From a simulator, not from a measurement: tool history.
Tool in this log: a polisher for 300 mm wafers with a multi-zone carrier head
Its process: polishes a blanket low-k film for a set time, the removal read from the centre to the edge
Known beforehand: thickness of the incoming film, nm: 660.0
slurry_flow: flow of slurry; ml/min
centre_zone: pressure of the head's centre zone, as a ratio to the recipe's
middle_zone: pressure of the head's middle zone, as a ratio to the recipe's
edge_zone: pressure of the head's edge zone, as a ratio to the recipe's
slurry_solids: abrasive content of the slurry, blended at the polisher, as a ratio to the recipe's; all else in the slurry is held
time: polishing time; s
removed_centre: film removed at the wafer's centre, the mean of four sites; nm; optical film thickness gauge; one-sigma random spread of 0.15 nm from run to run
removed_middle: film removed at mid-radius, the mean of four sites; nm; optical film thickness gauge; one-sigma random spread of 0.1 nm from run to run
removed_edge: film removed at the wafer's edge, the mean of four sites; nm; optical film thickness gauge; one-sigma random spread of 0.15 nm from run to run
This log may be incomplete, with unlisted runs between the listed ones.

{"run": 1, "hour": 0.0, "slurry_flow": 215, "centre_zone": 1, "middle_zone": 1, "edge_zone": 1, "slurry_solids": 1, "time": 54, "removed_centre": 19.648, "removed_middle": 19.881, "removed_edge": 20.115}
{"run": 2, "hour": 3.4, "slurry_flow": 210, "centre_zone": 1.01, "middle_zone": 0.97, "edge_zone": 0.97, "slurry_solids": 0.9, "time": 52, "removed_centre": 19.085, "removed_middle": 18.257, "removed_edge": 17.933}
{"run": 3, "hour": 4.2, "slurry_flow": 210, "centre_zone": 1.01, "middle_zone": 0.97, "edge_zone": 0.97, "slurry_solids": 0.75, "time": 52, "removed_centre": 17.273, "removed_middle": 17.159, "removed_edge": 17.434}
{"run": 4, "hour": 10.0, "slurry_flow": 210, "centre_zone": 1.05, "middle_zone": 0.97, "edge_zone": 0.97, "slurry_solids": 0.75, "time": 52, "removed_centre": 18.261, "removed_middle": 17.302, "removed_edge": 17.432}
{"run": 5, "hour": 15.1, "slurry_flow": 210, "centre_zone": 1.05, "middle_zone": 0.97, "edge_zone": 0.92, "slurry_solids": 0.75, "time": 52, "removed_centre": 18.117, "removed_middle": 16.968, "removed_edge": 16.623}
{"run": 6, "hour": 15.7, "slurry_flow": 250, "centre_zone": 1.05, "middle_zone": 0.97, "edge_zone": 0.92, "slurry_solids": 0.75, "time": 52, "removed_centre": 18.411, "removed_middle": 17.242, "removed_edge": 16.931}
{"run": 7, "hour": 18.7, "slurry_flow": 250, "centre_zone": 1.04, "middle_zone": 0.93, "edge_zone": 0.91, "slurry_solids": 0.7, "time": 50, "removed_centre": 17.029, "removed_middle": 15.613, "removed_edge": 16.042}

Estimate the outcome of run 8 from the log above:
{"run": 8, "hour": 26.1, "slurry_flow": 215, "centre_zone": 1.07, "middle_zone": 0.86, "edge_zone": 0.81, "slurry_solids": 0.5, "time": 42, "removed_centre": "?", "removed_middle": "?", "removed_edge": "?"}

{"run 8": {"removed_centre": 13.053, "removed_middle": 11.006, "removed_edge": 11.39}}
